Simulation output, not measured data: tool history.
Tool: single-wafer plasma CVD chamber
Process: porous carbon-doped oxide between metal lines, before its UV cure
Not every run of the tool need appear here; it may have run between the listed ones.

run  hour  heater temperature setpoint (K)  RF power (W)  deposition time (s)  mean film thickness on the monitor wafer (Å)
  1     0                           598.15           500                 12.4                                         575.4
  2   5.9                           598.15           500                 12.4                                        578.97
  3  14.5                           595.15           515                 12.4                                        591.72
  4  22.2                           592.15           535                 12.4                                        619.99
     25.1  -- thermocouple changed; heater temperature recalibrated
  5  25.1                           587.15           535                 12.4                                        644.15
  6  25.6                           585.15           545                 12.4                                        663.32
  7  34.5                           584.15           550                 12.4                                        673.44
  8  35.7                           583.15           555                 12.4                                        683.13
  9  42.9                           582.15           560                 12.4                                        680.78
 10  48.8                           581.15           565                 12.4                                        696.41

Predict the results of run 11:
 11  56.1                           580.15           570                 12.4                                             ?

{"run 11": {"mean film thickness on the monitor wafer (Å)": 708.26}}

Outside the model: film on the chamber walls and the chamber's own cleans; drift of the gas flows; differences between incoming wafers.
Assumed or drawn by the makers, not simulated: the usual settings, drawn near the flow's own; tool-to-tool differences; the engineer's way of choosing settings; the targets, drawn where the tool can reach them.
